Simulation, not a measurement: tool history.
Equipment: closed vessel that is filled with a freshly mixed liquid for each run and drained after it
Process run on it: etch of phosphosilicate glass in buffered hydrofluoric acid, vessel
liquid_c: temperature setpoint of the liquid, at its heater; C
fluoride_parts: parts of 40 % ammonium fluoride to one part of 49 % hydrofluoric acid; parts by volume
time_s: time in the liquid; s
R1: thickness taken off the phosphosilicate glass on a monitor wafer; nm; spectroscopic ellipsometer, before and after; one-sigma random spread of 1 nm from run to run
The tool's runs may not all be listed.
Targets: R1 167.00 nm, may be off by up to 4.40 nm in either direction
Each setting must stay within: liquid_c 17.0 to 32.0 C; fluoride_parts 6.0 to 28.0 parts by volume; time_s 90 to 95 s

Run 1, hour 0.0: liquid_c 24.0 C, fluoride_parts 17.0 parts by volume, time_s 90 s. Result: R1 253.90 nm.
Run 2, hour 4.9: liquid_c 26.5 C, fluoride_parts 17.0 parts by volume, time_s 90 s. Result: R1 294.08 nm.
Run 3, hour 5.8: liquid_c 24.0 C, fluoride_parts 17.0 parts by volume, time_s 90 s. Result: R1 252.69 nm.
Run 4, hour 13.4: liquid_c 24.0 C, fluoride_parts 17.0 parts by volume, time_s 95 s. Result: R1 269.05 nm.
Run 5, hour 14.7: liquid_c 22.0 C, fluoride_parts 17.0 parts by volume, time_s 95 s. Result: R1 242.63 nm.
Run 6, hour 20.0: liquid_c 20.5 C, fluoride_parts 17.5 parts by volume, time_s 95 s. Result: R1 213.78 nm.
Run 7, hour 27.8: liquid_c 19.5 C, fluoride_parts 17.5 parts by volume, time_s 95 s. Result: R1 203.96 nm.
Run 8, hour 35.0: liquid_c 19.0 C, fluoride_parts 18.0 parts by volume, time_s 95 s. Result: R1 194.22 nm.
Run 9, hour 36.2: liquid_c 18.5 C, fluoride_parts 18.0 parts by volume, time_s 95 s. Result: R1 187.48 nm.
Run 10, hour 41.1: liquid_c 18.0 C, fluoride_parts 18.0 parts by volume, time_s 95 s. Result: R1 181.92 nm.
Run 11, hour 42.8: liquid_c 17.5 C, fluoride_parts 18.0 parts by volume, time_s 95 s. Result: R1 176.62 nm.

Exercise: of the 5 proposed moves below, exactly one satisfies all targets within the stated allowed misses. Which move is it?
Run A, hour 44.5: liquid_c 18.0 C, fluoride_parts 19.5 parts by volume, time_s 95 s. Result: R1 ?.
Run B, hour 44.5: liquid_c 19.0 C, fluoride_parts 18.5 parts by volume, time_s 90 s. Result: R1 ?.
Run C, hour 44.5: liquid_c 19.5 C, fluoride_parts 19.0 parts by volume, time_s 90 s. Result: R1 ?.
Run D, hour 44.5: liquid_c 17.0 C, fluoride_parts 18.5 parts by volume, time_s 90 s. Result: R1 ?.
Run E, hour 44.5: liquid_c 18.0 C, fluoride_parts 19.5 parts by volume, time_s 90 s. Result: R1 ?.

move      R1
   A  168.05
   B  177.49
   C  177.82
   D  158.41
   E  159.20
A: hits every target within its allowed miss
B: misses by more than the last run did
C: misses by more than the last run did
D: takes the result that was furthest off past its target
E: takes the result that was furthest off past its target
Go with A: it meets all targets.
